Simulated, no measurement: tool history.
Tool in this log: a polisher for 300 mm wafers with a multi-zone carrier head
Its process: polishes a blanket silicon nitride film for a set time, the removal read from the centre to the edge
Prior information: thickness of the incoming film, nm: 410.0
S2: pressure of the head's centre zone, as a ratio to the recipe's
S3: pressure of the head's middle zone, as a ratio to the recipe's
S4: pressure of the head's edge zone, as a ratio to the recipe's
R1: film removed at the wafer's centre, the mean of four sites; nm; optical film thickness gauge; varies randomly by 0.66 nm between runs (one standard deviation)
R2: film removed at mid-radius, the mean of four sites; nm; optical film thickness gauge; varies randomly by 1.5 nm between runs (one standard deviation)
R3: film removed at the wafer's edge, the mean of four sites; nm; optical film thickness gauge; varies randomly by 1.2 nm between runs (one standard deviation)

{"run": 1, "hour": 0.0, "flow of slurry (ml/min)": 130, "S2": 1, "S3": 1, "S4": 1, "polishing time (s)": 87, "R1": 98.9, "R2": 97.45, "R3": 97.835}
{"run": 2, "hour": 7.0, "flow of slurry (ml/min)": 135, "S2": 1, "S3": 1, "S4": 1.02, "polishing time (s)": 87, "R1": 100.26, "R2": 97.533, "R3": 98.633}
{"run": 3, "hour": 14.2, "flow of slurry (ml/min)": 115, "S2": 1, "S3": 1, "S4": 1.02, "polishing time (s)": 87, "R1": 95.359, "R2": 95.241, "R3": 95.628}
{"run": 4, "hour": 16.0, "flow of slurry (ml/min)": 115, "S2": 1, "S3": 1, "S4": 0.95, "polishing time (s)": 87, "R1": 95.551, "R2": 93.811, "R3": 95.12}
{"run": 5, "hour": 17.5, "flow of slurry (ml/min)": 120, "S2": 0.99, "S3": 0.99, "S4": 0.96, "polishing time (s)": 89, "R1": 98.801, "R2": 98.111, "R3": 98.314}
{"run": 6, "hour": 20.9, "flow of slurry (ml/min)": 125, "S2": 0.98, "S3": 0.97, "S4": 0.98, "polishing time (s)": 90, "R1": 99.423, "R2": 96.649, "R3": 101.4}
{"run": 7, "hour": 21.8, "flow of slurry (ml/min)": 130, "S2": 0.97, "S3": 0.97, "S4": 0.99, "polishing time (s)": 91, "R1": 100.81, "R2": 100.48, "R3": 102.04}
{"run": 8, "hour": 30.6, "flow of slurry (ml/min)": 130, "S2": 0.97, "S3": 0.96, "S4": 1, "polishing time (s)": 92, "R1": 101.68, "R2": 99.729, "R3": 104.99}

Forecast run 9:
{"run": 9, "hour": 32.8, "flow of slurry (ml/min)": 135, "S2": 0.97, "S3": 0.95, "S4": 1.01, "polishing time (s)": 92, "R1": "?", "R2": "?", "R3": "?"}

For run 9 the tool returned R1 102.02 nm, R2 100.22 nm, R3 103.97 nm.
